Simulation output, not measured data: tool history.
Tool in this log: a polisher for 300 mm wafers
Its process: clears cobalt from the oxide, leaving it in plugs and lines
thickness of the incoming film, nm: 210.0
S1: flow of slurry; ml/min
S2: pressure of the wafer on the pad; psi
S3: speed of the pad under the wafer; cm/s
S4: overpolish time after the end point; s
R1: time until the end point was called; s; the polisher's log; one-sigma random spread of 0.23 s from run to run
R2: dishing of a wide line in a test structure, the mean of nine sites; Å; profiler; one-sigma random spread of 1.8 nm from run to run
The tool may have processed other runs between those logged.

| run | hour | S1 | S2 | S3 | S4 | R1 | R2 |
|---|---|---|---|---|---|---|---|
| 1 | 0 | 185 | 2.1 | 118 | 30 | 29.728 | 762.39 |
| 2 | 8.4 | 185 | 2.1 | 118 | 23 | 29.793 | 699.4 |
| 3 | 12.3 | 185 | 2.1 | 96 | 23 | 35.545 | 686.12 |
| 4 | 16.8 | 185 | 2.2 | 96 | 23 | 34.133 | 677.87 |
| 5 | 20.7 | 185 | 2.3 | 96 | 24 | 32.608 | 712.45 |
| 6 | 27.7 | 185 | 2.3 | 96 | 13 | 32.686 | 537.68 |

The next listed run, before its measurement:
| 7 | 33.7 | 185 | 2.4 | 96 | 15 | ? | ? |

Run 7 came out at R1 31.457 s, R2 630.13 Å.

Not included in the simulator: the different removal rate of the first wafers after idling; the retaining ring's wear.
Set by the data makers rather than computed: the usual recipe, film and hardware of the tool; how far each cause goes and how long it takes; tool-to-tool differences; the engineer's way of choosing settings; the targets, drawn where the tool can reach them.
